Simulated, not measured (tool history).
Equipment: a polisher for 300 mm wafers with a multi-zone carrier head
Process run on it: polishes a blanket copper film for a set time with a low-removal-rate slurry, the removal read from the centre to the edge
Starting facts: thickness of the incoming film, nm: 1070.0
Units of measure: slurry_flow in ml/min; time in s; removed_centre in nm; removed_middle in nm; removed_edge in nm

| run | day | slurry_flow | centre_zone | middle_zone | edge_zone | slurry_solids | time | removed_centre | removed_middle | removed_edge |
|---|---|---|---|---|---|---|---|---|---|---|
| 1 | 0 | 245 | 1 | 1 | 1 | 1 | 67 | 217.3 | 216.44 | 215.15 |
| 2 | 0.238 | 240 | 0.99 | 0.98 | 0.99 | 0.95 | 67 | 213.95 | 202.59 | 210.13 |
| 3 | 0.604 | 235 | 0.97 | 0.97 | 0.97 | 0.95 | 67 | 208.57 | 203.54 | 209.03 |
| 4 | 0.646 | 230 | 0.96 | 0.95 | 0.96 | 0.9 | 67 | 202.82 | 196.21 | 208.59 |
| 5 | 0.962 | 230 | 0.96 | 0.94 | 0.95 | 0.85 | 66 | 195.37 | 194.14 | 200.67 |
| 6 | 1.183 | 230 | 0.96 | 0.94 | 0.99 | 0.85 | 66 | 199.21 | 190.67 | 202.66 |
| 7 | 1.479 | 225 | 0.95 | 0.93 | 0.99 | 0.8 | 66 | 188.72 | 185.37 | 198.82 |
| 8 | 1.758 | 225 | 0.95 | 0.93 | 0.99 | 0.8 | 66 | 191.67 | 190.19 | 199.59 |

Run 9 has not been measured yet. What should we expect?
| 9 | 2.079 | 225 | 0.95 | 0.93 | 0.99 | 0.8 | 66 | ? | ? | ? |

removed_centre: 193.32 nm
removed_middle: 186.1 nm
removed_edge: 200.42 nm
